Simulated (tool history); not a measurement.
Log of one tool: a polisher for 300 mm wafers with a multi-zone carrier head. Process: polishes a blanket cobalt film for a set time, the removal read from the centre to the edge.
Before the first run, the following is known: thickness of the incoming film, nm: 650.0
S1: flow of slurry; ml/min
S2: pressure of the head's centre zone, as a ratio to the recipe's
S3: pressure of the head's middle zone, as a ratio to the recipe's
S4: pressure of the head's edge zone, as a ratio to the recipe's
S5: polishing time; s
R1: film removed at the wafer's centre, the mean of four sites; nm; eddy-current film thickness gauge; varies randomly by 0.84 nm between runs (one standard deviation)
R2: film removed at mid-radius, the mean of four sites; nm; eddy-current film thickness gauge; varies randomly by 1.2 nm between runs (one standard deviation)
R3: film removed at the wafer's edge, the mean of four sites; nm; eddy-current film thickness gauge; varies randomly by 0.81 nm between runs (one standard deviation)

| run | hour | S1 | S2 | S3 | S4 | S5 | R1 | R2 | R3 |
|---|---|---|---|---|---|---|---|---|---|
| 1 | 0 | 185 | 1 | 1 | 1 | 39 | 199.74 | 198.39 | 199.9 |
| 2 | 6.5 | 185 | 0.95 | 1 | 1 | 39 | 190.3 | 198.49 | 199.29 |
| 3 | 10.5 | 185 | 0.89 | 1 | 1 | 39 | 182.21 | 199.68 | 199.43 |
| 4 | 14.7 | 140 | 0.89 | 1 | 1 | 39 | 170.42 | 193.67 | 191.28 |
| 5 | 15.8 | 135 | 0.9 | 1 | 0.95 | 35 | 154.53 | 165.75 | 169.06 |
| 6 | 22.5 | 135 | 0.92 | 1.05 | 0.91 | 32 | 144.49 | 158.1 | 149.81 |
| 7 | 30.1 | 135 | 0.92 | 1.06 | 0.89 | 31 | 139.51 | 153.55 | 144.05 |
| 8 | 34.9 | 135 | 0.92 | 1.07 | 0.87 | 30 | 134.54 | 148.61 | 137.95 |
| 9 | 38.8 | 135 | 0.92 | 1.07 | 0.87 | 30 | 134.38 | 151.88 | 137.8 |
| 10 | 46.8 | 135 | 0.92 | 1.07 | 0.87 | 30 | 135.99 | 152.27 | 138.54 |

What does the tool deliver on the next run?
| 11 | 53.5 | 130 | 0.92 | 1.07 | 0.85 | 29 | ? | ? | ? |

{"run 11": {"R1": 130.45, "R2": 141.5, "R3": 130.81}}
